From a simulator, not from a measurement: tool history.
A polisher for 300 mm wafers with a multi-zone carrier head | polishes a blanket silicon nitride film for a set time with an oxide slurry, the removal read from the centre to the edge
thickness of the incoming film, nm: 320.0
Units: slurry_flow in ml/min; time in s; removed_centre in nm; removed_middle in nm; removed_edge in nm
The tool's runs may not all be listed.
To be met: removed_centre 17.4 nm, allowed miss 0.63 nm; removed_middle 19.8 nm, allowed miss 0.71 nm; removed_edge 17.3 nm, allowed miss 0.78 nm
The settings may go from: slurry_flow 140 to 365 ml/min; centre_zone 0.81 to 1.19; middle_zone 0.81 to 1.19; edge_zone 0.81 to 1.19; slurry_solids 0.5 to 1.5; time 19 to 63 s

run  hour  slurry_flow  centre_zone  middle_zone  edge_zone  slurry_solids  time  removed_centre  removed_middle  removed_edge
  1     0          235            1            1          1              1    41          26.688          27.293        26.165
  2   6.1          235            1            1       1.08              1    41          26.877          27.173        27.282
  3    10          235         0.99            1       1.06           0.95    40          25.534          25.872        26.026
  4  16.5          280         0.99            1       1.06           0.95    40          25.866          26.076        26.994
  5  19.1          235         0.99            1       1.06           0.95    40          25.774           26.09        26.048
  6    20          235         0.99            1       1.12           0.95    40          25.148          25.891        26.489
  7  24.4          225         0.98         1.01        1.1            0.9    39          24.114          24.692        25.552
  8  27.2          215         0.98         1.03       1.07           0.85    38          22.893          23.655        23.481
  9  31.8          205         0.97         1.04       1.05            0.8    38          21.935          23.551        22.582
 10  37.2          200         0.96         1.04       1.03           0.75    38          21.389          22.765        21.867
 11  45.3          195         0.95         1.04       1.01            0.7    38          20.435           21.85        21.237
 12  54.2          190         0.95         1.05       0.99           0.65    38          19.695          21.158        20.542
 13  60.6          185         0.95         1.06       0.97           0.65    38          20.062          22.122        19.812
 14    65          180         0.94         1.06       0.96           0.65    38           19.35          21.123        20.287
 15  68.7          180         0.94         1.07       0.95           0.65    38           19.64           21.97        20.099

4 next moves are on the table. One of them brings every result within its allowed miss. Which?
  A  72.4          140         0.96         1.12        0.9            0.5    38               ?               ?             ?
  B  72.4          140         1.07         1.01       0.98           0.55    35               ?               ?             ?
  C  72.4          245         1.11         1.12       0.96            0.6    33               ?               ?             ?
  D  72.4          140         0.99         1.06       0.96            0.5    37               ?               ?             ?

move  removed_centre  removed_middle  removed_edge
   A          17.432          20.214        16.937
   B          18.216          17.723        16.867
   C           19.25          19.731        16.831
   D           17.39          18.773        16.974
A: meets every target
B: brings the result that was furthest off to its target, and leaves another outside
C: brings the result that was furthest off to its target, and leaves another outside
D: brings the result that was furthest off to its target, and leaves another outside
Move A is the one to make.

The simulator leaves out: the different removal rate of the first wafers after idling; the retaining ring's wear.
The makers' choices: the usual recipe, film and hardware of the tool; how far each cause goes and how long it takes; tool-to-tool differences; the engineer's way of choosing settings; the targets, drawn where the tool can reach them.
